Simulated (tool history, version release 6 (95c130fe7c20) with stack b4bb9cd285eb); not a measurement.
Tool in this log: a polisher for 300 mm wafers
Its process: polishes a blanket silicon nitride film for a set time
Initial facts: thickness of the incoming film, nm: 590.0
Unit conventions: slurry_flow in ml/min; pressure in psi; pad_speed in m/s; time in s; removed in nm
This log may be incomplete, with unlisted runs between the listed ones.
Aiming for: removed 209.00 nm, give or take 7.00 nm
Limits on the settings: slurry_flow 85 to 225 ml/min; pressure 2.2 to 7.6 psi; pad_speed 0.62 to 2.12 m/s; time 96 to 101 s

run  hour  slurry_flow  pressure  pad_speed  time  removed
  1   0.0          145       4.9       1.36    96   250.56
  2   5.3          145       5.9       1.36    96   302.04
  3  14.4          145       5.2       1.36    96   266.09
  4  20.3          140       5.0       1.36    96   251.11
  5  23.6          140       6.1       1.36    96   308.85
  6  26.0          140       6.1       1.36    96   312.43
  7  31.1          140       6.1       1.36    96   316.62
  8  37.1          140       5.8       1.36    96   296.53
  9  39.6          140       5.5       1.36    96   287.52
 10  41.6          140       5.2       1.36    96   266.42
 11  43.6          140       5.0       1.36    96   258.01
 12  48.5          140       5.0       1.36    96   259.76
 13  53.7          140       4.8       1.36    96   245.19

4 next moves are on the table. One of them brings every result within its allowed miss. Which?
  A  58.9          125       4.0       1.42    96        ?
  B  58.9          170       4.3       1.12    96        ?
  C  58.9          150       4.2       1.12    96        ?
  D  58.9          105       6.2       1.06    96        ?

move  removed
   A   208.27
   B   196.98
   C   188.34
   D   242.34
A: all results land within tolerance of their targets
B: takes the result that was furthest off past its target
C: takes the result that was furthest off past its target
D: closes in on the targets versus the last run, not all within tolerance yet
Move A is the one to make.

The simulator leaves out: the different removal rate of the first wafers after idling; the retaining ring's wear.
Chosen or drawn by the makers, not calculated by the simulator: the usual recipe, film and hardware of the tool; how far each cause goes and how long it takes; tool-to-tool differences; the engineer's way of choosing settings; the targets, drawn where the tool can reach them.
